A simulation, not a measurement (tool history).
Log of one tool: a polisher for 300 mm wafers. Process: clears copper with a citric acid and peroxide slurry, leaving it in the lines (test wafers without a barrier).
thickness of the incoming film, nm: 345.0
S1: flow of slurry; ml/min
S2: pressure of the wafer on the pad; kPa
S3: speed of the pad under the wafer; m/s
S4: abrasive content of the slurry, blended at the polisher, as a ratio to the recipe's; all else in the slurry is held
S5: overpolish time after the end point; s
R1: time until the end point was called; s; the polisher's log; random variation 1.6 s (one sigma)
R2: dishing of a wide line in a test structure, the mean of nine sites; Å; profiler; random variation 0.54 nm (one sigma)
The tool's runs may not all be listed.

run  hour   S1    S2    S3   S4  S5       R1      R2
  1   0.0  150  28.3  0.90  1.0  25  114.900  488.47
  2   6.5  150  33.8  0.90  1.0  25   95.697  573.03
  3  11.2  150  31.0  0.90  1.0  24  103.120  502.75
  4  17.0  145  29.0  0.90  1.0  24  110.720  493.60
  5  20.2  145  26.9  0.88  1.0  23  121.860  428.18
  6  24.7  145  24.8  0.88  1.0  23  131.650  414.50
  7  25.3  145  23.4  0.88  1.0  22  139.490  374.37
  8  33.1  145  22.1  0.88  1.0  22  148.590  349.39

Run 9 comes next. What will it give?
  9  37.0  145  21.4  0.88  1.0  22   ?   ?

Run 9 gave R1 154.070 s, R2 350.38 Å.

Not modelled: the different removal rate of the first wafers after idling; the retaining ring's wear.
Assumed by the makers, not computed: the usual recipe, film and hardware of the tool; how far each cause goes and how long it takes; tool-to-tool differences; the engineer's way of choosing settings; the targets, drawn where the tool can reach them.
